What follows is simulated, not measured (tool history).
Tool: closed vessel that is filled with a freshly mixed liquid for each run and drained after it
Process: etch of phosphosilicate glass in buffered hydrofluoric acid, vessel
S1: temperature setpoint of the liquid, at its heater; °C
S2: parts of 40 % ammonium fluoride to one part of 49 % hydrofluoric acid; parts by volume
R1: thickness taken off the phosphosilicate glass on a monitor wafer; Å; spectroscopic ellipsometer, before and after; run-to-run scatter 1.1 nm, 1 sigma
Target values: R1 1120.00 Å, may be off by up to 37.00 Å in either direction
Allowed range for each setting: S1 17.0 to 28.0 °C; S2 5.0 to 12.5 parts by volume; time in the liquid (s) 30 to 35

Run 1, day 0.000: S1 20.0 °C, S2 7.5 parts by volume, time in the liquid (s) 35. Result: R1 1562.20 Å.
Run 2, day 0.229: S1 20.0 °C, S2 5.5 parts by volume, time in the liquid (s) 35. Result: R1 2053.70 Å.
Run 3, day 0.271: S1 20.0 °C, S2 7.0 parts by volume, time in the liquid (s) 35. Result: R1 1686.10 Å.
Run 4, day 0.650: S1 19.5 °C, S2 7.5 parts by volume, time in the liquid (s) 35. Result: R1 1489.50 Å.
Run 5, day 0.750: S1 19.5 °C, S2 7.5 parts by volume, time in the liquid (s) 30. Result: R1 1295.80 Å.
Run 6, day 0.817: S1 19.5 °C, S2 9.5 parts by volume, time in the liquid (s) 30. Result: R1 1038.60 Å.
Run 7, day 0.933: S1 19.5 °C, S2 9.5 parts by volume, time in the liquid (s) 30. Result: R1 1046.80 Å.
Run 8, day 1.208: S1 20.0 °C, S2 9.5 parts by volume, time in the liquid (s) 30. Result: R1 1060.10 Å.

Which of these 5 next moves meets every target?
Run A, day 1.483: S1 20.5 °C, S2 10.5 parts by volume, time in the liquid (s) 30. Result: R1 ?.
Run B, day 1.483: S1 18.5 °C, S2 9.5 parts by volume, time in the liquid (s) 35. Result: R1 ?.
Run C, day 1.483: S1 18.0 °C, S2 8.5 parts by volume, time in the liquid (s) 30. Result: R1 ?.
Run D, day 1.483: S1 22.0 °C, S2 11.0 parts by volume, time in the liquid (s) 30. Result: R1 ?.
Run E, day 1.483: S1 19.0 °C, S2 9.5 parts by volume, time in the liquid (s) 30. Result: R1 ?.

move       R1
   A   990.44
   B  1117.50
   C  1024.90
   D  1029.50
   E   985.54
A: the biggest miss grows against the last run
B: hits every target within its allowed miss
C: the biggest miss grows against the last run
D: the biggest miss grows against the last run
E: the biggest miss grows against the last run
Go with B: it meets all targets.
